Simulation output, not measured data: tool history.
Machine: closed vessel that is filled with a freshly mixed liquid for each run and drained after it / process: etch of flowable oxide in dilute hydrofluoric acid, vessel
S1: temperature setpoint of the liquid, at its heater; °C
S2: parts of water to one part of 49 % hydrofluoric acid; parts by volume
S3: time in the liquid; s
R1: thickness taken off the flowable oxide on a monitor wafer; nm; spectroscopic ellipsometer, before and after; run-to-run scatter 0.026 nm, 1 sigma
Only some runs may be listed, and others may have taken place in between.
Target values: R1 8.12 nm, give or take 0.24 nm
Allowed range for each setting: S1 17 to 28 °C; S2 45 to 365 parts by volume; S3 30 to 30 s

Run 1, day 0: S1 20 °C, S2 205 parts by volume, S3 30 s. Result: R1 3.989 nm.
Run 2, day 0.225: S1 20 °C, S2 205 parts by volume, S3 30 s. Result: R1 3.9926 nm.
Run 3, day 0.371: S1 17 °C, S2 205 parts by volume, S3 30 s. Result: R1 3.5685 nm.
Run 4, day 0.575: S1 17 °C, S2 205 parts by volume, S3 30 s. Result: R1 3.5554 nm.
Run 5, day 0.829: S1 17 °C, S2 205 parts by volume, S3 30 s. Result: R1 3.5641 nm.
Run 6, day 1.088: S1 20 °C, S2 180 parts by volume, S3 30 s. Result: R1 4.6369 nm.
Run 7, day 1.304: S1 22.5 °C, S2 165 parts by volume, S3 30 s. Result: R1 5.6742 nm.
Run 8, day 1.375: S1 24 °C, S2 155 parts by volume, S3 30 s. Result: R1 6.4703 nm.
Run 9, day 1.721: S1 25 °C, S2 150 parts by volume, S3 30 s. Result: R1 6.988 nm.
Run 10, day 1.792: S1 26 °C, S2 150 parts by volume, S3 30 s. Result: R1 7.2987 nm.

Exercise: of the 4 proposed moves below, exactly one satisfies all targets within the stated allowed misses. Which move is it?
Run A, day 1.862: S1 25.5 °C, S2 125 parts by volume, S3 30 s. Result: R1 ?.
Run B, day 1.862: S1 26 °C, S2 130 parts by volume, S3 30 s. Result: R1 ?.
Run C, day 1.862: S1 24 °C, S2 120 parts by volume, S3 30 s. Result: R1 ?.
Run D, day 1.862: S1 27 °C, S2 140 parts by volume, S3 30 s. Result: R1 ?.

move      R1
   A   8.821
   B  8.5883
   C  8.7315
   D  8.1718
A: pushes the last run's worst result past its target
B: pushes the last run's worst result past its target
C: pushes the last run's worst result past its target
D: hits every target within its allowed miss
Move D is the one to make.

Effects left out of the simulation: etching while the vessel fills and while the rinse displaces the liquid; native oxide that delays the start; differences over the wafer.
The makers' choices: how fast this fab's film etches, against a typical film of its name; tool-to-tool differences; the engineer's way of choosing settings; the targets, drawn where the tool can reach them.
